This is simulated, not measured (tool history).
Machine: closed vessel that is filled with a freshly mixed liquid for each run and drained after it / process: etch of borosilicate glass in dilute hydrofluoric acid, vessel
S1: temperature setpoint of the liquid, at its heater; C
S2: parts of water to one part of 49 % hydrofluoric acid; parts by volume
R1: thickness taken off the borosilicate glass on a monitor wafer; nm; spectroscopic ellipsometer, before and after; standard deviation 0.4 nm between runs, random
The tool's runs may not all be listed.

Run 1, hour 0.0: S1 21.0 C, S2 75 parts by volume, time in the liquid (s) 30. Result: R1 18.375 nm.
Run 2, hour 1.0: S1 22.5 C, S2 65 parts by volume, time in the liquid (s) 30. Result: R1 22.629 nm.
Run 3, hour 3.9: S1 25.5 C, S2 65 parts by volume, time in the liquid (s) 30. Result: R1 25.479 nm.
Run 4, hour 10.4: S1 25.5 C, S2 45 parts by volume, time in the liquid (s) 30. Result: R1 38.523 nm.
Run 5, hour 17.5: S1 25.5 C, S2 30 parts by volume, time in the liquid (s) 30. Result: R1 57.991 nm.
Run 6, hour 26.6: S1 24.0 C, S2 30 parts by volume, time in the liquid (s) 30. Result: R1 55.132 nm.
Run 7, hour 31.4: S1 24.5 C, S2 30 parts by volume, time in the liquid (s) 30. Result: R1 55.954 nm.
Run 8, hour 40.3: S1 25.0 C, S2 30 parts by volume, time in the liquid (s) 30. Result: R1 57.151 nm.
Run 9, hour 42.6: S1 25.5 C, S2 30 parts by volume, time in the liquid (s) 30. Result: R1 58.928 nm.

Run 10 has not been measured yet. What should we expect?
Run 10, hour 46.8: S1 26.0 C, S2 30 parts by volume, time in the liquid (s) 30. Result: R1 ?.

{"run 10": {"R1": 59.62}}
